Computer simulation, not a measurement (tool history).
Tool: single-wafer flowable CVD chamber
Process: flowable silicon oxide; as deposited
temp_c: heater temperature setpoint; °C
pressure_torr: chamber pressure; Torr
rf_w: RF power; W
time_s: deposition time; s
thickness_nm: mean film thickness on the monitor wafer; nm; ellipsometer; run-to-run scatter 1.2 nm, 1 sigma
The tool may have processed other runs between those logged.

{"run": 1, "day": 0.0, "temp_c": 100, "pressure_torr": 0.727, "rf_w": 2440, "time_s": 1057, "thickness_nm": 534.83}
{"run": 2, "day": 0.029, "temp_c": 100, "pressure_torr": 0.727, "rf_w": 2715, "time_s": 1057, "thickness_nm": 544.82}
{"run": 3, "day": 0.338, "temp_c": 93, "pressure_torr": 0.727, "rf_w": 2715, "time_s": 1057, "thickness_nm": 712.23}
{"run": 4, "day": 0.508, "temp_c": 93, "pressure_torr": 0.618, "rf_w": 2715, "time_s": 1057, "thickness_nm": 605.54}
{"run": 5, "day": 0.704, "temp_c": 89, "pressure_torr": 0.618, "rf_w": 2715, "time_s": 1057, "thickness_nm": 698.3}
{"run": 6, "day": 0.762, "temp_c": 93, "pressure_torr": 0.618, "rf_w": 2715, "time_s": 1057, "thickness_nm": 606.2}
{"run": 7, "day": 1.083, "temp_c": 98, "pressure_torr": 0.618, "rf_w": 2715, "time_s": 1057, "thickness_nm": 503.09}

Run 8, settings as shown, results not yet in. Your forecast:
{"run": 8, "day": 1.329, "temp_c": 101, "pressure_torr": 0.618, "rf_w": 2715, "time_s": 1057, "thickness_nm": "?"}

thickness_nm: 448.09 nm
